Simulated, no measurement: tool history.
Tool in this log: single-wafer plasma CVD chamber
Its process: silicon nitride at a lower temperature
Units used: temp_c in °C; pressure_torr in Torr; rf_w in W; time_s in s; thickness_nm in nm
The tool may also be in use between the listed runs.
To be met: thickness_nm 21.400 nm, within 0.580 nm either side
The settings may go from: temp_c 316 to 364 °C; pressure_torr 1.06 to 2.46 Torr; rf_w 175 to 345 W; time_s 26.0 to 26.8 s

Run 1, hour 0.0: temp_c 340 °C, pressure_torr 1.76 Torr, rf_w 260 W, time_s 26.0 s. Result: thickness_nm 28.799 nm.
Run 2, hour 1.9: temp_c 340 °C, pressure_torr 1.76 Torr, rf_w 275 W, time_s 26.0 s. Result: thickness_nm 30.171 nm.
Run 3, hour 9.0: temp_c 340 °C, pressure_torr 1.87 Torr, rf_w 275 W, time_s 26.0 s. Result: thickness_nm 30.751 nm.
Run 4, hour 17.4: temp_c 340 °C, pressure_torr 1.67 Torr, rf_w 245 W, time_s 26.0 s. Result: thickness_nm 26.505 nm.
Run 5, hour 18.1: temp_c 340 °C, pressure_torr 1.50 Torr, rf_w 245 W, time_s 26.0 s. Result: thickness_nm 25.743 nm.
Run 6, hour 26.8: temp_c 340 °C, pressure_torr 1.50 Torr, rf_w 220 W, time_s 26.0 s. Result: thickness_nm 23.003 nm.
Run 7, hour 31.4: temp_c 340 °C, pressure_torr 1.42 Torr, rf_w 220 W, time_s 26.0 s. Result: thickness_nm 22.736 nm.
At hour 37.7: RF generator calibrated.
Run 8, hour 37.7: temp_c 340 °C, pressure_torr 1.36 Torr, rf_w 220 W, time_s 26.0 s. Result: thickness_nm 23.347 nm.
Run 9, hour 40.6: temp_c 340 °C, pressure_torr 1.35 Torr, rf_w 215 W, time_s 26.0 s. Result: thickness_nm 22.600 nm.

Below are 4 possible settings for the next run. Only one of them brings all results inside the allowed miss of their targets. Which is it?
Run A, hour 43.5: temp_c 349 °C, pressure_torr 1.40 Torr, rf_w 215 W, time_s 26.0 s. Result: thickness_nm ?.
Run B, hour 43.5: temp_c 338 °C, pressure_torr 1.20 Torr, rf_w 200 W, time_s 26.0 s. Result: thickness_nm ?.
Run C, hour 43.5: temp_c 350 °C, pressure_torr 1.27 Torr, rf_w 215 W, time_s 26.5 s. Result: thickness_nm ?.
Run D, hour 43.5: temp_c 337 °C, pressure_torr 1.23 Torr, rf_w 210 W, time_s 26.0 s. Result: thickness_nm ?.

move  thickness_nm
   A        22.800
   B        19.967
   C        22.417
   D        21.284
A: the biggest miss grows against the last run
B: pushes the last run's worst result past its target
C: nearer than the last run, and not there yet
D: meets every target
So the answer is move D, the one that meets all the targets.
